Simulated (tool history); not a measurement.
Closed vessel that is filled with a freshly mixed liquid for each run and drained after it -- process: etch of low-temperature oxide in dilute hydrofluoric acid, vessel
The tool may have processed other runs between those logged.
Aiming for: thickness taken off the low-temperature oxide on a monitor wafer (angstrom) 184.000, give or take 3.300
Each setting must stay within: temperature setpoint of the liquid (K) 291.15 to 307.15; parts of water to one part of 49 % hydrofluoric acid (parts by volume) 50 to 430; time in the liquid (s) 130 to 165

run,day,temperature setpoint of the liquid (K),parts of water to one part of 49 % hydrofluoric acid (parts by volume),time in the liquid (s),thickness taken off the low-temperature oxide on a monitor wafer (angstrom)
1,0.000,299.15,240,165,73.098
2,0.304,299.15,240,130,57.340
3,0.408,299.15,240,130,57.347
4,0.467,299.15,315,130,40.534
# day 0.692: thermometer replaced
5,0.692,301.15,245,130,63.203
6,0.988,302.65,200,130,84.676
7,1.262,303.65,170,130,106.560
8,1.554,304.65,150,130,129.430
9,1.704,307.15,105,130,214.210
10,2.012,306.65,105,130,212.740
11,2.142,306.15,105,130,206.810
12,2.458,305.65,105,130,203.920
13,2.850,305.65,105,130,202.700
14,2.933,305.15,105,130,200.590
15,3.188,304.15,105,130,192.520
16,3.475,303.65,105,130,187.800

Of the 5 settings listed for the next run, only one would bring every result within its allowed miss of target. Which one?
A,3.762,304.15,105,130,?
B,3.762,304.65,130,165,?
C,3.762,300.15,115,165,?
D,3.762,304.15,120,150,?
E,3.762,302.65,105,130,?

move,thickness taken off the low-temperature oxide on a monitor wafer (angstrom)
A,194.960
B,196.470
C,191.810
D,192.690
E,184.370
A: moves away from the targets compared with the last run
B: moves away from the targets compared with the last run
C: moves away from the targets compared with the last run
D: moves away from the targets compared with the last run
E: every result lands within tolerance
E is the move that brings every result within its allowed miss.
